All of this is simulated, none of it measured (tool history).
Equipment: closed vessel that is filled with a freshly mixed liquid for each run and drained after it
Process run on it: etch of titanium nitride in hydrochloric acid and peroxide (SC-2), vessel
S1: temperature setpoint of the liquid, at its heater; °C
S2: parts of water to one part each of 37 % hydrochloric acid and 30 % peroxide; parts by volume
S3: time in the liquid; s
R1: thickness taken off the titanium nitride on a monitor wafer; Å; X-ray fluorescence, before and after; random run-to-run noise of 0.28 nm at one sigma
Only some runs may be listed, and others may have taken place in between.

run    day    S1   S2   S3       R1
  1  0.000  51.0  5.5  130  110.640
  2  0.133  53.0  5.5  130  127.410
  3  0.167  53.0  5.5  130  128.370
  4  0.354  48.0  5.5  130   90.999
  5  0.504  48.0  5.5  140  100.080
  6  0.542  48.0  7.0  140   81.213
  7  0.717  50.5  7.0  140   96.530

Run 8 is up next; what results do you expect?
  8  0.858  58.5  6.5  140   ?

Run 8 produced R1 171.230 Å.

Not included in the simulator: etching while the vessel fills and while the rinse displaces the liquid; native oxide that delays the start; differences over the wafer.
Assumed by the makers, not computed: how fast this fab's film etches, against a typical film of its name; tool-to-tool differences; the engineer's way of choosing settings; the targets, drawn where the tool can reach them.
